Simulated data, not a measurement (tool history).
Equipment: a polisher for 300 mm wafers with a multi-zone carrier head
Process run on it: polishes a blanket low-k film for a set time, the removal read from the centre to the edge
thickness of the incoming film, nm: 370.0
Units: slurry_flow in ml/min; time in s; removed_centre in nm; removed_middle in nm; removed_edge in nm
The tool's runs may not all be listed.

| run | day | slurry_flow | centre_zone | middle_zone | edge_zone | slurry_solids | time | removed_centre | removed_middle | removed_edge |
|---|---|---|---|---|---|---|---|---|---|---|
| 1 | 0.000 | 255 | 1.00 | 1.00 | 1.00 | 1.00 | 77 | 33.234 | 33.301 | 33.299 |
| 2 | 0.317 | 255 | 1.00 | 1.00 | 1.00 | 1.10 | 77 | 35.233 | 35.109 | 36.184 |
| 3 | 0.450 | 275 | 1.02 | 1.06 | 0.98 | 1.15 | 78 | 37.197 | 38.719 | 37.044 |
| 4 | 0.662 | 275 | 1.02 | 1.06 | 0.98 | 1.30 | 78 | 39.699 | 40.884 | 38.230 |
| 5 | 0.762 | 275 | 1.02 | 0.99 | 0.98 | 1.30 | 78 | 40.545 | 38.560 | 39.611 |
| 6 | 0.954 | 295 | 1.03 | 1.05 | 0.99 | 1.35 | 78 | 41.757 | 42.033 | 40.233 |

Run 7 has not been measured yet. What should we expect?
| 7 | 1.104 | 315 | 1.03 | 1.08 | 1.00 | 1.35 | 78 | ? | ? | ? |

removed_centre: 42.031 nm
removed_middle: 43.119 nm
removed_edge: 40.578 nm
